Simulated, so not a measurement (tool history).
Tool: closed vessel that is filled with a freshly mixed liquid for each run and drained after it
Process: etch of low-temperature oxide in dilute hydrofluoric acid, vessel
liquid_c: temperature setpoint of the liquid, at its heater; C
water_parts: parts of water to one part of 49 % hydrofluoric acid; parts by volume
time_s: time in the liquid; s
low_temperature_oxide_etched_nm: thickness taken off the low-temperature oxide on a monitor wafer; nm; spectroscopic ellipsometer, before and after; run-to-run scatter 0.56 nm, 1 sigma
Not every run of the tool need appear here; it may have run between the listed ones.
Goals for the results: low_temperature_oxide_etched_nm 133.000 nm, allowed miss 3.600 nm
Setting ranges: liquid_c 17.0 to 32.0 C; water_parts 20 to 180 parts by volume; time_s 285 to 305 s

run  hour  liquid_c  water_parts  time_s  low_temperature_oxide_etched_nm
  1   0.0      24.0          100     285                           54.262
  2   1.1      25.0           90     285                           63.290
  3  10.4      26.0           85     285                           70.501
  4  12.6      26.0           85     305                           75.731
  5  20.8      27.0           80     305                           84.183
  6  25.6      27.0           80     285                           78.057
  7  30.4      27.5           75     285                           85.720
  8  39.5      31.5           50     285                          156.240
  9  46.8      31.0           50     285                          152.750
 10  48.5      31.0           50     285                          152.030
 11  50.7      30.5           50     285                          150.790
 12  52.3      30.0           50     285                          146.380
 13  60.6      30.0           50     285                          147.250
 14  66.2      30.0           50     285                          146.970

Of the 5 settings listed for the next run, only one would bring every result within its allowed miss of target. Which one?
  A  71.8      31.5           55     290                                ?
  B  71.8      29.0           50     285                                ?
  C  71.8      26.5           50     295                                ?
  D  71.8      31.5           55     285                                ?
  E  71.8      30.5           55     305                                ?

move  low_temperature_oxide_etched_nm
   A                          143.700
   B                          141.980
   C                          133.000
   D                          141.230
   E                          145.400
A: nearer the targets than the last run, but a result is still out of spec
B: nearer the targets than the last run, but a result is still out of spec
C: in spec on every target
D: nearer the targets than the last run, but a result is still out of spec
E: nearer the targets than the last run, but a result is still out of spec
C meets every target.

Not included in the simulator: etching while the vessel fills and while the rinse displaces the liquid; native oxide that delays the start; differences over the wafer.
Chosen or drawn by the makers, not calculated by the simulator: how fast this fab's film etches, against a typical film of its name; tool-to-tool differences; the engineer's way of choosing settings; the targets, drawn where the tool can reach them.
